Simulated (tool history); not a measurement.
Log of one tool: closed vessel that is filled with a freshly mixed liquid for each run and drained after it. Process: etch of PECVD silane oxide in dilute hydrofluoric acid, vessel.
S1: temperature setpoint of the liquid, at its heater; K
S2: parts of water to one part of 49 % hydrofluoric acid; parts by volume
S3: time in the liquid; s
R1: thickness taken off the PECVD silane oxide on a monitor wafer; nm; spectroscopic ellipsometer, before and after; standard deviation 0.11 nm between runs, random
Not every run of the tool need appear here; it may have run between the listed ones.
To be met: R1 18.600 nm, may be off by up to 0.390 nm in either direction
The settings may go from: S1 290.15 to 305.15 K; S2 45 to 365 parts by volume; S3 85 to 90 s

{"run": 1, "hour": 0.0, "S1": 297.15, "S2": 205, "S3": 85, "R1": 12.027}
{"run": 2, "hour": 7.1, "S1": 298.15, "S2": 200, "S3": 85, "R1": 12.863}
{"run": 3, "hour": 12.2, "S1": 299.65, "S2": 200, "S3": 85, "R1": 13.793}
{"run": 4, "hour": 13.7, "S1": 300.65, "S2": 200, "S3": 85, "R1": 14.072}
{"run": 5, "hour": 21.4, "S1": 300.65, "S2": 200, "S3": 85, "R1": 14.302}
{"run": 6, "hour": 28.1, "S1": 301.15, "S2": 200, "S3": 85, "R1": 14.3}
{"run": 7, "hour": 36.7, "S1": 301.65, "S2": 195, "S3": 85, "R1": 15.209}
{"run": 8, "hour": 40.7, "S1": 302.15, "S2": 195, "S3": 85, "R1": 15.207}
{"run": 9, "hour": 44.0, "S1": 302.65, "S2": 190, "S3": 85, "R1": 16.046}
{"run": 10, "hour": 52.1, "S1": 303.15, "S2": 190, "S3": 85, "R1": 16.306}
{"run": 11, "hour": 55.3, "S1": 303.65, "S2": 190, "S3": 85, "R1": 16.701}
{"run": 12, "hour": 58.3, "S1": 304.65, "S2": 185, "S3": 85, "R1": 17.828}

Exactly one of the 4 candidate moves below puts every result within its allowed miss. Which one?
{"run": "A", "hour": 61.3, "S1": 304.15, "S2": 180, "S3": 90, "R1": "?"}
{"run": "B", "hour": 61.3, "S1": 305.15, "S2": 190, "S3": 90, "R1": "?"}
{"run": "C", "hour": 61.3, "S1": 302.15, "S2": 170, "S3": 90, "R1": "?"}
{"run": "D", "hour": 61.3, "S1": 305.15, "S2": 185, "S3": 90, "R1": "?"}

move=A R1=19.314
move=B R1=18.695
move=C R1=19.302
move=D R1=19.325
A: moves the result that the last run missed by most past its target, out the other side
B: every result within its allowed miss
C: moves the result that the last run missed by most past its target, out the other side
D: moves the result that the last run missed by most past its target, out the other side
Move B is the one to make.

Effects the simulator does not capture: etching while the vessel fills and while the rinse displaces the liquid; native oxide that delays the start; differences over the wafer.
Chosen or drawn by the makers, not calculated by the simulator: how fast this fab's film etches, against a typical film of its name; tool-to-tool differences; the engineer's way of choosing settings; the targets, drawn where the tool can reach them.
